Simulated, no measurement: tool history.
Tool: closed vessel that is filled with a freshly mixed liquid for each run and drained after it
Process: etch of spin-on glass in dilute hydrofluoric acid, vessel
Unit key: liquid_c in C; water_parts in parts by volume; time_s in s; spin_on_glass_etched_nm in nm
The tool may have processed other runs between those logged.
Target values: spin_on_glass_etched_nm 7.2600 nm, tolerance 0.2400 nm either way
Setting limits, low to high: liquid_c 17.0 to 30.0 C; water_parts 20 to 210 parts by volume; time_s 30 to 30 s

Run 1, day 0.000: liquid_c 22.0 C, water_parts 115 parts by volume, time_s 30 s. Result: spin_on_glass_etched_nm 9.7389 nm.
Run 2, day 0.104: liquid_c 20.5 C, water_parts 120 parts by volume, time_s 30 s. Result: spin_on_glass_etched_nm 8.7086 nm.
Run 3, day 0.183: liquid_c 20.5 C, water_parts 120 parts by volume, time_s 30 s. Result: spin_on_glass_etched_nm 8.6971 nm.
Run 4, day 0.533: liquid_c 20.5 C, water_parts 155 parts by volume, time_s 30 s. Result: spin_on_glass_etched_nm 6.4709 nm.
Run 5, day 0.729: liquid_c 21.0 C, water_parts 155 parts by volume, time_s 30 s. Result: spin_on_glass_etched_nm 6.7247 nm.
Run 6, day 1.083: liquid_c 21.0 C, water_parts 120 parts by volume, time_s 30 s. Result: spin_on_glass_etched_nm 8.9676 nm.
Run 7, day 1.196: liquid_c 21.0 C, water_parts 120 parts by volume, time_s 30 s. Result: spin_on_glass_etched_nm 8.9610 nm.
Run 8, day 1.446: liquid_c 20.0 C, water_parts 120 parts by volume, time_s 30 s. Result: spin_on_glass_etched_nm 8.8002 nm.
Run 9, day 1.733: liquid_c 19.5 C, water_parts 125 parts by volume, time_s 30 s. Result: spin_on_glass_etched_nm 8.0149 nm.
Run 10, day 1.800: liquid_c 19.0 C, water_parts 125 parts by volume, time_s 30 s. Result: spin_on_glass_etched_nm 7.9036 nm.
Run 11, day 2.125: liquid_c 18.5 C, water_parts 125 parts by volume, time_s 30 s. Result: spin_on_glass_etched_nm 7.8038 nm.
Run 12, day 2.233: liquid_c 17.0 C, water_parts 130 parts by volume, time_s 30 s. Result: spin_on_glass_etched_nm 6.9218 nm.

Exercise: of the 5 proposed moves below, exactly one satisfies all targets within the stated allowed misses. Which move is it?
Run A, day 2.342: liquid_c 19.5 C, water_parts 135 parts by volume, time_s 30 s. Result: spin_on_glass_etched_nm ?.
Run B, day 2.342: liquid_c 17.0 C, water_parts 135 parts by volume, time_s 30 s. Result: spin_on_glass_etched_nm ?.
Run C, day 2.342: liquid_c 17.0 C, water_parts 120 parts by volume, time_s 30 s. Result: spin_on_glass_etched_nm ?.
Run D, day 2.342: liquid_c 17.0 C, water_parts 140 parts by volume, time_s 30 s. Result: spin_on_glass_etched_nm ?.
Run E, day 2.342: liquid_c 17.0 C, water_parts 115 parts by volume, time_s 30 s. Result: spin_on_glass_etched_nm ?.

move  spin_on_glass_etched_nm
   A                   7.4571
   B                   6.7331
   C                   7.6891
   D                   6.4607
   E                   8.0642
A: in spec on every target
B: its largest miss is bigger than the last run's
C: carries the result that was furthest off beyond its target, to the other side
D: its largest miss is bigger than the last run's
E: carries the result that was furthest off beyond its target, to the other side
A is the move that brings every result within its allowed miss.
